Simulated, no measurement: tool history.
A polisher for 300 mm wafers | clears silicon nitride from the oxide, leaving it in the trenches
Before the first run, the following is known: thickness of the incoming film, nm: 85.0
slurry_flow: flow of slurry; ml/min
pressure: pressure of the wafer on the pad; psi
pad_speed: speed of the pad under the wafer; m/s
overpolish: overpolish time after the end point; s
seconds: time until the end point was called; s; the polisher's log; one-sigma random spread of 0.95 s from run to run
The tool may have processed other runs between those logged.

run  hour  slurry_flow  pressure  pad_speed  overpolish  seconds
  1     0          215       2.7       1.26          10   97.115
  2   6.7          215       2.7        1.1          10   108.38
  3  15.6          215       3.1        1.1          10   95.841
  4  19.7          215       3.1        1.1           8   96.771
  5  22.6          250       3.1        1.1           8   94.283
  6  23.6          250       3.1        1.1          10   93.937
  7  31.6          250       3.2        1.1          10   91.373

Run 8 has not been measured yet. What should we expect?
     38.2  -- slurry nozzle cleaned
  8  38.2          250       3.3        1.1          10        ?

{"run 8": {"seconds": 80.908}}
